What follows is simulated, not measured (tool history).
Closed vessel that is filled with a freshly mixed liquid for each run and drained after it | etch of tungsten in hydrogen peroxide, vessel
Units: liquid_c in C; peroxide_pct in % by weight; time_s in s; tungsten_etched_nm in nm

run	day	liquid_c	peroxide_pct	time_s	tungsten_etched_nm
1	0	57	16.5	30	100.03
2	0.208	55.5	16.5	30	91.488
3	0.329	55.5	16.5	30	90.234
4	0.708	55.5	17.5	30	94.252
5	0.817	55.5	20.5	30	102.26
6	1.075	54	20.5	30	92.179
7	1.204	53	20.5	30	88.543
8	1.462	52	20.5	30	81.414
9	1.825	51.5	20.5	30	81.36

Forecast run 10:
10	2.162	51	20.5	30	?

{"run 10": {"tungsten_etched_nm": 78.711}}
